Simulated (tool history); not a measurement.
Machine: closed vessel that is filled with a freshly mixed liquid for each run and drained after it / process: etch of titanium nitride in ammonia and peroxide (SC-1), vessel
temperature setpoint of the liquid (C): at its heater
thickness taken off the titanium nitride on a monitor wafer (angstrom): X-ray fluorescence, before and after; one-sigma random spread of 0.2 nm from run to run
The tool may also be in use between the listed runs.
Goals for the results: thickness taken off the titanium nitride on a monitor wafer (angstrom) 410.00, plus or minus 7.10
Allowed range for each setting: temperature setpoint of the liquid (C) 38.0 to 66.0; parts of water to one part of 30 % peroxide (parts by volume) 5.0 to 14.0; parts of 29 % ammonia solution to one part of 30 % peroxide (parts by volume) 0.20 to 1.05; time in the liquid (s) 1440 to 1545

run,day,temperature setpoint of the liquid (C),parts of water to one part of 30 % peroxide (parts by volume),parts of 29 % ammonia solution to one part of 30 % peroxide (parts by volume),time in the liquid (s),thickness taken off the titanium nitride on a monitor wafer (angstrom)
1,0.000,50.0,7.5,0.55,1440,545.43
2,0.217,50.0,7.5,0.65,1440,555.77
3,0.475,50.0,7.5,0.55,1440,543.06
4,0.708,50.0,7.5,0.55,1545,588.32
5,0.871,49.0,7.5,0.55,1545,543.30
6,0.992,49.0,7.5,0.55,1440,509.09
7,1.200,48.5,7.5,0.55,1440,489.01
8,1.362,45.5,7.5,0.55,1440,396.73

Below are 5 possible settings for the next run. Only one of them brings all results inside the allowed miss of their targets. Which is it?
A,1.525,42.5,6.0,0.75,1440,?
B,1.525,45.5,8.5,0.70,1440,?
C,1.525,45.0,6.5,0.55,1440,?
D,1.525,47.5,11.0,0.65,1455,?
E,1.525,45.5,9.0,0.55,1545,?

move,thickness taken off the titanium nitride on a monitor wafer (angstrom)
A,368.97
B,383.92
C,406.81
D,387.62
E,384.95
A: the biggest miss grows against the last run
B: the biggest miss grows against the last run
C: every result lands within tolerance
D: the biggest miss grows against the last run
E: the biggest miss grows against the last run
Go with C: it meets all targets.
